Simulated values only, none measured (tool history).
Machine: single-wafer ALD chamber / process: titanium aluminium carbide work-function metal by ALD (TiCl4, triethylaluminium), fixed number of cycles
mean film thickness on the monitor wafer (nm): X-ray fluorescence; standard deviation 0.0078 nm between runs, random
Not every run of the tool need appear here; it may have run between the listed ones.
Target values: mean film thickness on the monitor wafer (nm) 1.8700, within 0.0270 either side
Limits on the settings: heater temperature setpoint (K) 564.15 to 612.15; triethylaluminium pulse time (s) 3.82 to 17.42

run  hour  heater temperature setpoint (K)  triethylaluminium pulse time (s)  mean film thickness on the monitor wafer (nm)
  1   0.0                           588.15                             10.62                                         2.0497
  2   5.4                           583.15                             10.19                                         2.0098
  3   8.9                           588.15                             10.19                                         2.0459
  4  10.1                           583.15                              9.66                                         1.9865
  5  15.3                           579.15                              9.66                                         1.9533
  6  17.2                           585.15                              9.66                                         2.0010
  7  18.1                           581.15                              9.38                                         1.9721
  8  23.6                           578.15                              9.10                                         1.9155
  9  31.8                           577.15                              9.04                                         1.9241
 10  35.0                           576.15                              8.93                                         1.9093

Of the 5 settings listed for the next run, only one would bring every result within its allowed miss of target. Which one?
  A  38.2                           573.15                              9.96                                              ?
  B  38.2                           578.15                              9.60                                              ?
  C  38.2                           578.15                              7.96                                              ?
  D  38.2                           580.15                              8.87                                              ?
  E  38.2                           571.15                             11.73                                              ?

move  mean film thickness on the monitor wafer (nm)
   A                                         1.9313
   B                                         1.9558
   C                                         1.8673
   D                                         1.9386
   E                                         1.9539
A: lands further from the targets than the last run did
B: lands further from the targets than the last run did
C: every result within its allowed miss
D: lands further from the targets than the last run did
E: lands further from the targets than the last run did
C meets every target.
